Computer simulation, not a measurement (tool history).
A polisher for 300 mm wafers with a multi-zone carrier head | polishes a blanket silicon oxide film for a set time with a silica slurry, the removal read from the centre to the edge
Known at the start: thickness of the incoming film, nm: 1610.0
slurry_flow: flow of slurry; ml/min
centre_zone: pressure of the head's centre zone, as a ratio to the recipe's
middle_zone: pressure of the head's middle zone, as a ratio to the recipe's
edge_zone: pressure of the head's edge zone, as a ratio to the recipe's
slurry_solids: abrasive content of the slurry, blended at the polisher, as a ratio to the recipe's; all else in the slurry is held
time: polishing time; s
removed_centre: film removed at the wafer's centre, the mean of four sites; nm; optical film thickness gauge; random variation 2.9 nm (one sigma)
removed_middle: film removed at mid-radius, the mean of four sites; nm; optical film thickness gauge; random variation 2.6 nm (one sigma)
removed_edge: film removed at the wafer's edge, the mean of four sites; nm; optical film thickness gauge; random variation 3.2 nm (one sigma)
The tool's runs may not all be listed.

run 1 hour=0 | slurry_flow=170 centre_zone=1 middle_zone=1 edge_zone=1 slurry_solids=1 time=88 | removed_centre=286.81 removed_middle=302.66 removed_edge=298.57
run 2 hour=3.7 | slurry_flow=165 centre_zone=0.99 middle_zone=1.01 edge_zone=0.96 slurry_solids=0.95 time=88 | removed_centre=278.55 removed_middle=291.09 removed_edge=287.9
run 3 hour=12.7 | slurry_flow=165 centre_zone=0.98 middle_zone=1.04 edge_zone=0.93 slurry_solids=0.9 time=87 | removed_centre=259.63 removed_middle=288.43 removed_edge=265
run 4 hour=21.2 | slurry_flow=165 centre_zone=0.98 middle_zone=1.04 edge_zone=0.93 slurry_solids=0.7 time=87 | removed_centre=199.94 removed_middle=224.49 removed_edge=205.45
run 5 hour=29.1 | slurry_flow=165 centre_zone=0.98 middle_zone=1.07 edge_zone=0.93 slurry_solids=0.7 time=87 | removed_centre=207.6 removed_middle=228.68 removed_edge=206.85
run 6 hour=32.7 | slurry_flow=175 centre_zone=0.98 middle_zone=1.08 edge_zone=0.94 slurry_solids=0.75 time=87 | removed_centre=221.72 removed_middle=252.44 removed_edge=224.84
run 7 hour=40.1 | slurry_flow=175 centre_zone=0.98 middle_zone=1.08 edge_zone=0.94 slurry_solids=0.75 time=87 | removed_centre=221.93 removed_middle=253.69 removed_edge=222.9
run 8 hour=46 | slurry_flow=185 centre_zone=0.99 middle_zone=1.08 edge_zone=0.96 slurry_solids=0.75 time=87 | removed_centre=225.28 removed_middle=253.79 removed_edge=229.8

Run 9 comes next. What will it give?
run 9 hour=53.5 | slurry_flow=195 centre_zone=1 middle_zone=1.09 edge_zone=0.96 slurry_solids=0.75 time=87 | removed_centre=? removed_middle=? removed_edge=?

{"run 9": {"removed_centre": 231.24, "removed_middle": 252.88, "removed_edge": 236.43}}
